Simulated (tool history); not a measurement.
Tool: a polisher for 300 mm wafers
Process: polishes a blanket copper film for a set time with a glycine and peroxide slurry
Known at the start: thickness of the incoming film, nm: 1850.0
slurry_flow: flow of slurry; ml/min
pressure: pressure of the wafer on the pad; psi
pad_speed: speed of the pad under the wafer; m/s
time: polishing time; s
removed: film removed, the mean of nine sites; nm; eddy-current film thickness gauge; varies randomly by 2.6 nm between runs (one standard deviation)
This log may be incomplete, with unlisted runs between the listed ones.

| run | day | slurry_flow | pressure | pad_speed | time | removed |
|---|---|---|---|---|---|---|
| 1 | 0 | 230 | 2.8 | 1.16 | 66 | 443.59 |
| 2 | 0.258 | 230 | 3.2 | 1.16 | 66 | 487.32 |
| 3 | 0.429 | 250 | 3.2 | 1.16 | 66 | 501.52 |
| 4 | 0.754 | 245 | 3 | 1.16 | 66 | 469.96 |
| 5 | 0.929 | 245 | 3 | 1.16 | 66 | 472.87 |
| 6 | 1.117 | 240 | 2.8 | 1.16 | 66 | 443.46 |
|  | 1.183 | slurry nozzle cleaned |
| 7 | 1.183 | 235 | 2.6 | 1.16 | 66 | 425.64 |
| 8 | 1.521 | 230 | 2.5 | 1.14 | 66 | 420.9 |
| 9 | 1.725 | 230 | 2.4 | 1.1 | 66 | 392.49 |
| 10 | 1.821 | 230 | 2.3 | 1.08 | 66 | 369.6 |
| 11 | 2.029 | 230 | 2.3 | 1.08 | 66 | 377.41 |

Estimate the outcome of run 12 from the log above:
| 12 | 2.129 | 230 | 2.2 | 1.06 | 66 | ? |

Run 12 gave removed 350.61 nm.

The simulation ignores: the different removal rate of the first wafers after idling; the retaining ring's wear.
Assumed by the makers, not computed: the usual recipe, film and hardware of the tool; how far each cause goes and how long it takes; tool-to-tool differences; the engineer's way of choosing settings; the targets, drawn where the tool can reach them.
